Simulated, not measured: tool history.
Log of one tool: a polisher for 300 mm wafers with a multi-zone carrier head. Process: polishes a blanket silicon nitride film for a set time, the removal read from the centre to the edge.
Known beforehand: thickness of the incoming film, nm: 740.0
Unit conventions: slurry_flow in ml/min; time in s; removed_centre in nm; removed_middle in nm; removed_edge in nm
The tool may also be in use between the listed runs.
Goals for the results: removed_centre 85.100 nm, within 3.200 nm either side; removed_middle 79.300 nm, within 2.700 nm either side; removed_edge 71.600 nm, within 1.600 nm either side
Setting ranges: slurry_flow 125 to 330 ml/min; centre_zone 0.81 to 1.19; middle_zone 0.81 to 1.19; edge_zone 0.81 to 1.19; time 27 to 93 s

run    day  slurry_flow  centre_zone  middle_zone  edge_zone  time  removed_centre  removed_middle  removed_edge
  1  0.000          210         1.00         1.00       1.00    59          73.287          72.705        72.781
  2  0.338          180         1.00         1.00       1.00    59          70.468          70.090        72.313
  3  0.575          180         1.00         1.08       1.00    59          70.266          73.583        72.675
  4  0.596          200         1.00         1.08       1.00    59          72.080          74.606        72.532
  5  0.729          200         1.00         1.08       1.00    53          64.043          67.442        64.731
  6  0.858          200         1.00         1.08       1.00    44          52.855          55.924        53.842
  7  0.962          260         1.10         1.18       1.10    56          76.839          77.388        73.776
  8  1.296          265         1.11         1.18       1.08    56          76.535          77.347        73.902
  9  1.479          260         1.13         1.17       1.03    57          80.990          77.455        72.607
 10  1.525          260         1.14         1.17       1.02    57          82.211          79.322        72.039

Exactly one of the 5 candidate moves below puts every result within its allowed miss. Which one?
  A  1.571          280         1.09         1.19       1.03    58               ?               ?             ?
  B  1.571          290         1.18         1.19       1.01    57               ?               ?             ?
  C  1.571          245         1.06         1.19       0.98    59               ?               ?             ?
  D  1.571          225         1.07         1.19       0.92    60               ?               ?             ?
  E  1.571          245         1.09         1.19       0.94    59               ?               ?             ?

move  removed_centre  removed_middle  removed_edge
   A          78.976          81.379        74.238
   B          84.365          80.196        72.440
   C          77.010          81.746        73.008
   D          78.296          82.410        71.596
   E          79.205          81.738        71.581
A: moves away from the targets compared with the last run
B: each result inside its tolerance
C: moves away from the targets compared with the last run
D: moves away from the targets compared with the last run
E: moves away from the targets compared with the last run
The move that meets every target is B.
